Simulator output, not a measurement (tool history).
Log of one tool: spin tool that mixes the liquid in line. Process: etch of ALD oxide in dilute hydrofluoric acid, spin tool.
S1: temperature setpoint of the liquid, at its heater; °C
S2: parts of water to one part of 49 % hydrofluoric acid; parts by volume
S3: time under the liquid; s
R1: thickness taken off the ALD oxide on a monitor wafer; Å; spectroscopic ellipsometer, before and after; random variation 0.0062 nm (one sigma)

run 1 hour=0.0 | S1=24.0 S2=290 S3=45 | R1=23.890
run 2 hour=3.6 | S1=22.5 S2=300 S3=45 | R1=21.634
run 3 hour=7.4 | S1=21.0 S2=300 S3=45 | R1=20.657
run 4 hour=9.3 | S1=20.0 S2=305 S3=45 | R1=19.475
run 5 hour=18.4 | S1=20.0 S2=305 S3=25 | R1=10.804
run 6 hour=25.9 | S1=21.0 S2=305 S3=25 | R1=11.127

The next listed run, before its measurement:
run 7 hour=32.6 | S1=22.5 S2=305 S3=25 | R1=?

{"run 7": {"R1": 11.801}}

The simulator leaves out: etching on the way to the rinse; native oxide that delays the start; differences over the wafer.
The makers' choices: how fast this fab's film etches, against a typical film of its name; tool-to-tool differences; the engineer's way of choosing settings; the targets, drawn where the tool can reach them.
